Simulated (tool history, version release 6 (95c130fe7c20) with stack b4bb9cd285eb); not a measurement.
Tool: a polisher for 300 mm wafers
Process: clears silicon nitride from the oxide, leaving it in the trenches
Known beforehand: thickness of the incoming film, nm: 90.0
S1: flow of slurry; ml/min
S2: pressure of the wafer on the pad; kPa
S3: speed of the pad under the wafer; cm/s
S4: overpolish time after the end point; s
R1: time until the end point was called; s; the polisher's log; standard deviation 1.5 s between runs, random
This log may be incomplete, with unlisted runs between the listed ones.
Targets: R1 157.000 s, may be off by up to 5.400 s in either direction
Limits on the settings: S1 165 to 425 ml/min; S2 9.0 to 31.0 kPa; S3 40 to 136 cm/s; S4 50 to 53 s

run 1 hour=0.0 | S1=275 S2=20.0 S3=88 S4=50 | R1=91.313
run 2 hour=9.0 | S1=315 S2=20.0 S3=88 S4=50 | R1=91.864
run 3 hour=16.8 | S1=345 S2=20.0 S3=88 S4=50 | R1=88.997
run 4 hour=25.7 | S1=345 S2=17.2 S3=88 S4=50 | R1=102.410
run 5 hour=32.0 | S1=405 S2=17.2 S3=88 S4=50 | R1=103.480
run 6 hour=35.7 | S1=405 S2=19.3 S3=88 S4=50 | R1=91.183
run 7 hour=39.6 | S1=405 S2=17.2 S3=88 S4=50 | R1=100.780
run 8 hour=41.9 | S1=405 S2=15.2 S3=88 S4=50 | R1=114.810
run 9 hour=47.2 | S1=405 S2=15.2 S3=88 S4=50 | R1=115.820
run 10 hour=51.8 | S1=400 S2=9.7 S3=86 S4=50 | R1=182.020

Which one of the following 4 next-run settings gets every result inside its allowed miss? There is exactly one.
run A hour=56.4 | S1=410 S2=11.0 S3=92 S4=50 | R1=?
run B hour=56.4 | S1=400 S2=12.4 S3=78 S4=51 | R1=?
run C hour=56.4 | S1=410 S2=10.3 S3=64 S4=50 | R1=?
run D hour=56.4 | S1=395 S2=10.3 S3=84 S4=53 | R1=?

move=A R1=148.990
move=B R1=157.230
move=C R1=224.280
move=D R1=172.980
A: moves the result that the last run missed by most past its target, out the other side
B: all results land within tolerance of their targets
C: further off than the last run
D: better than the last run, though not everything is in spec
So the answer is move B, the one that meets all the targets.
